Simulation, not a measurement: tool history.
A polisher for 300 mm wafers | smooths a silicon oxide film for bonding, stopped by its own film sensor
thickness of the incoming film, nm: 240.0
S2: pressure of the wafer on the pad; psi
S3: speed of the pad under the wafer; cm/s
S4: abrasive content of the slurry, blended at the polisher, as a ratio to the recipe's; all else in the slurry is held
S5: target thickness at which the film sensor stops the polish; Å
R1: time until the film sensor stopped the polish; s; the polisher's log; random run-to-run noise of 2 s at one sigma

Run 1, day 0: flow of slurry (ml/min) 270, S2 2 psi, S3 78 cm/s, S4 1, S5 1700 Å. Result: R1 140.28 s.
Run 2, day 0.15: flow of slurry (ml/min) 270, S2 2 psi, S3 78 cm/s, S4 1.2, S5 1700 Å. Result: R1 123.12 s.
Run 3, day 0.175: flow of slurry (ml/min) 270, S2 2 psi, S3 88 cm/s, S4 1.2, S5 1700 Å. Result: R1 112.53 s.
Run 4, day 0.233: flow of slurry (ml/min) 270, S2 2 psi, S3 88 cm/s, S4 1.2, S5 1700 Å. Result: R1 114.08 s.
Run 5, day 0.417: flow of slurry (ml/min) 270, S2 2 psi, S3 88 cm/s, S4 1.4, S5 1700 Å. Result: R1 104.28 s.
Run 6, day 0.612: flow of slurry (ml/min) 270, S2 2 psi, S3 88 cm/s, S4 1.4, S5 1700 Å. Result: R1 106.04 s.
Run 7, day 0.788: flow of slurry (ml/min) 270, S2 1.7 psi, S3 84 cm/s, S4 1.4, S5 1700 Å. Result: R1 127.83 s.
Run 8, day 0.983: flow of slurry (ml/min) 270, S2 1.5 psi, S3 82 cm/s, S4 1.4, S5 1700 Å. Result: R1 148.15 s.
Run 9, day 1.062: flow of slurry (ml/min) 270, S2 1.3 psi, S3 82 cm/s, S4 1.4, S5 1700 Å. Result: R1 167.96 s.
Run 10, day 1.108: flow of slurry (ml/min) 270, S2 1.2 psi, S3 82 cm/s, S4 1.4, S5 1700 Å. Result: R1 181.74 s.

Estimate the outcome of run 11 from the log above:
Run 11, day 1.208: flow of slurry (ml/min) 270, S2 1.1 psi, S3 82 cm/s, S4 1.4, S5 1700 Å. Result: R1 ?.

{"run 11": {"R1": 200.26}}
